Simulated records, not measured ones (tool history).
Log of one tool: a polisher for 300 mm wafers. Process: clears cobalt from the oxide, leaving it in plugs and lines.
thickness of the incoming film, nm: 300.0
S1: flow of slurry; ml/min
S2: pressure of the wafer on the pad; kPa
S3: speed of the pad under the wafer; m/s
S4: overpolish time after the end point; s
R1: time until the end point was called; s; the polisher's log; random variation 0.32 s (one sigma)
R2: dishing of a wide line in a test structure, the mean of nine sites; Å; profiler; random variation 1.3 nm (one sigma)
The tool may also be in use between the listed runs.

Run 1, hour 0.0: S1 210 ml/min, S2 12.4 kPa, S3 1.02 m/s, S4 16 s. Result: R1 58.054 s, R2 495.75 Å.
Run 2, hour 2.1: S1 215 ml/min, S2 13.8 kPa, S3 1.02 m/s, S4 15 s. Result: R1 53.201 s, R2 491.50 Å.
Run 3, hour 11.0: S1 215 ml/min, S2 15.2 kPa, S3 1.02 m/s, S4 15 s. Result: R1 48.369 s, R2 524.81 Å.
Run 4, hour 13.8: S1 265 ml/min, S2 15.2 kPa, S3 1.02 m/s, S4 15 s. Result: R1 47.445 s, R2 537.25 Å.
Run 5, hour 16.8: S1 265 ml/min, S2 15.2 kPa, S3 1.20 m/s, S4 15 s. Result: R1 40.457 s, R2 601.07 Å.
Run 6, hour 24.0: S1 265 ml/min, S2 15.2 kPa, S3 1.02 m/s, S4 15 s. Result: R1 47.940 s, R2 518.70 Å.
Run 7, hour 27.8: S1 265 ml/min, S2 15.9 kPa, S3 1.02 m/s, S4 15 s. Result: R1 45.310 s, R2 554.18 Å.

The next listed run, before its measurement:
Run 8, hour 31.1: S1 265 ml/min, S2 16.5 kPa, S3 1.02 m/s, S4 15 s. Result: R1 ?, R2 ?.

{"run 8": {"R1": 43.2, "R2": 556.33}}
